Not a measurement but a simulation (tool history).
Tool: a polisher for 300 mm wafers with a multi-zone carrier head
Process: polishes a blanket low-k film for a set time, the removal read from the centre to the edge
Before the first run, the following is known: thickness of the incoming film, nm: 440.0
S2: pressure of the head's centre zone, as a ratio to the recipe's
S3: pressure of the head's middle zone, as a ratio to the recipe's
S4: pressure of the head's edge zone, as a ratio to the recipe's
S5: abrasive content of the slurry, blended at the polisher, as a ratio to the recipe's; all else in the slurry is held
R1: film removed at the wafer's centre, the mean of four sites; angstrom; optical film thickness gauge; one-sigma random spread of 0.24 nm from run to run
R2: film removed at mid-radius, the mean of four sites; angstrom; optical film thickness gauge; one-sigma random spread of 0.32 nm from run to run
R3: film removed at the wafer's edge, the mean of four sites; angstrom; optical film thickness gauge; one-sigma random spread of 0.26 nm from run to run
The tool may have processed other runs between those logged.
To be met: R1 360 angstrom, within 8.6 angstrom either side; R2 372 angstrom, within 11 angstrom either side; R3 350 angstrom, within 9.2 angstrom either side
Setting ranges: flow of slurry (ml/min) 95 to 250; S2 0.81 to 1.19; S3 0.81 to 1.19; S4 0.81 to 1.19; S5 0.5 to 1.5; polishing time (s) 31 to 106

run 1 hour=0 | flow_of_slurry_(ml/min)=160 S2=1 S3=1 S4=1 S5=1 polishing_time_(s)=68 | R1=269.37 R2=265.9 R3=256.01
run 2 hour=5.6 | flow_of_slurry_(ml/min)=160 S2=1 S3=1 S4=1 S5=0.85 polishing_time_(s)=68 | R1=241.63 R2=242.59 R3=230.92
run 3 hour=7.8 | flow_of_slurry_(ml/min)=160 S2=1.06 S3=1 S4=1 S5=0.85 polishing_time_(s)=68 | R1=260.07 R2=243.41 R3=233.96
run 4 hour=12.5 | flow_of_slurry_(ml/min)=170 S2=1.05 S3=1.04 S4=1.05 S5=1 polishing_time_(s)=68 | R1=284.2 R2=279.13 R3=263.38
run 5 hour=18.3 | flow_of_slurry_(ml/min)=180 S2=1.05 S3=1.06 S4=1.09 S5=1.1 polishing_time_(s)=68 | R1=307.5 R2=299.41 R3=282.34
run 6 hour=19.1 | flow_of_slurry_(ml/min)=180 S2=1.04 S3=1.08 S4=1.12 S5=1.2 polishing_time_(s)=68 | R1=312.49 R2=326.87 R3=300.02
run 7 hour=19.7 | flow_of_slurry_(ml/min)=225 S2=1.07 S3=1.05 S4=1.19 S5=1.4 polishing_time_(s)=69 | R1=365.39 R2=350.4 R3=339.49
run 8 hour=28.1 | flow_of_slurry_(ml/min)=225 S2=1.06 S3=1.06 S4=1.19 S5=1.4 polishing_time_(s)=69 | R1=361.49 R2=358.35 R3=340.22
run 9 hour=32.2 | flow_of_slurry_(ml/min)=225 S2=1.05 S3=1.06 S4=1.19 S5=1.4 polishing_time_(s)=69 | R1=357.83 R2=355.89 R3=337.37
run 10 hour=39.9 | flow_of_slurry_(ml/min)=220 S2=1.04 S3=1.06 S4=1.19 S5=1.45 polishing_time_(s)=69 | R1=358.65 R2=362.04 R3=341.18
run 11 hour=43.7 | flow_of_slurry_(ml/min)=220 S2=1.04 S3=1.06 S4=1.19 S5=1.45 polishing_time_(s)=69 | R1=357.15 R2=362.62 R3=342.73

Of the 5 settings listed for the next run, only one would bring every result within its allowed miss of target. Which one?
run A hour=47.5 | flow_of_slurry_(ml/min)=210 S2=1.09 S3=1.03 S4=1.14 S5=1.25 polishing_time_(s)=71 | R1=? R2=? R3=?
run B hour=47.5 | flow_of_slurry_(ml/min)=220 S2=1.02 S3=1.08 S4=1.17 S5=1.5 polishing_time_(s)=70 | R1=? R2=? R3=?
run C hour=47.5 | flow_of_slurry_(ml/min)=205 S2=1.07 S3=1.04 S4=1.17 S5=1.4 polishing_time_(s)=70 | R1=? R2=? R3=?
run D hour=47.5 | flow_of_slurry_(ml/min)=225 S2=1 S3=1.09 S4=1.03 S5=1.35 polishing_time_(s)=73 | R1=? R2=? R3=?
run E hour=47.5 | flow_of_slurry_(ml/min)=200 S2=1.03 S3=0.98 S4=1.19 S5=1.4 polishing_time_(s)=74 | R1=? R2=? R3=?

move=A R1=359.94 R2=338.52 R3=321.99
move=B R1=361.18 R2=377.83 R3=347.91
move=C R1=364.46 R2=352.24 R3=336.06
move=D R1=354.96 R2=381.73 R3=331.28
move=E R1=369.08 R2=352.87 R3=357.05
A: further off than the last run
B: each result inside its tolerance
C: further off than the last run
D: gets the furthest-off result to its target, but another result is out of tolerance
E: further off than the last run
Answer: B
